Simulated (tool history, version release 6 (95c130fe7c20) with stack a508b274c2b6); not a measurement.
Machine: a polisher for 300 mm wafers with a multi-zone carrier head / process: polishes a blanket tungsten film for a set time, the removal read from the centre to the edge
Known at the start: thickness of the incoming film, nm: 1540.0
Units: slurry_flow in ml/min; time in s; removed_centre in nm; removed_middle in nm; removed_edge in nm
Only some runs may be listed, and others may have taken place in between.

| run | hour | slurry_flow | centre_zone | middle_zone | edge_zone | slurry_solids | time | removed_centre | removed_middle | removed_edge |
|---|---|---|---|---|---|---|---|---|---|---|
| 1 | 0.0 | 305 | 1.00 | 1.00 | 1.00 | 1.00 | 62 | 266.02 | 277.07 | 279.19 |
| 2 | 7.0 | 310 | 1.01 | 1.01 | 0.98 | 0.95 | 59 | 253.21 | 256.86 | 252.55 |
| 3 | 7.9 | 310 | 1.01 | 1.01 | 0.98 | 0.75 | 59 | 238.09 | 243.23 | 242.54 |
| 4 | 16.4 | 315 | 1.02 | 1.02 | 0.96 | 0.70 | 57 | 229.27 | 237.66 | 229.30 |
| 5 | 22.5 | 320 | 1.03 | 1.02 | 0.95 | 0.65 | 55 | 223.07 | 225.09 | 221.20 |
| 6 | 28.0 | 285 | 1.03 | 1.02 | 0.95 | 0.65 | 55 | 218.48 | 221.90 | 209.68 |
| 7 | 29.2 | 275 | 1.03 | 1.02 | 0.94 | 0.65 | 55 | 214.42 | 221.25 | 210.57 |

Run 8 is up next; what results do you expect?
| 8 | 35.9 | 265 | 1.04 | 1.02 | 0.92 | 0.65 | 54 | ? | ? | ? |

{"run 8": {"removed_centre": 212.2, "removed_middle": 213.73, "removed_edge": 204.11}}

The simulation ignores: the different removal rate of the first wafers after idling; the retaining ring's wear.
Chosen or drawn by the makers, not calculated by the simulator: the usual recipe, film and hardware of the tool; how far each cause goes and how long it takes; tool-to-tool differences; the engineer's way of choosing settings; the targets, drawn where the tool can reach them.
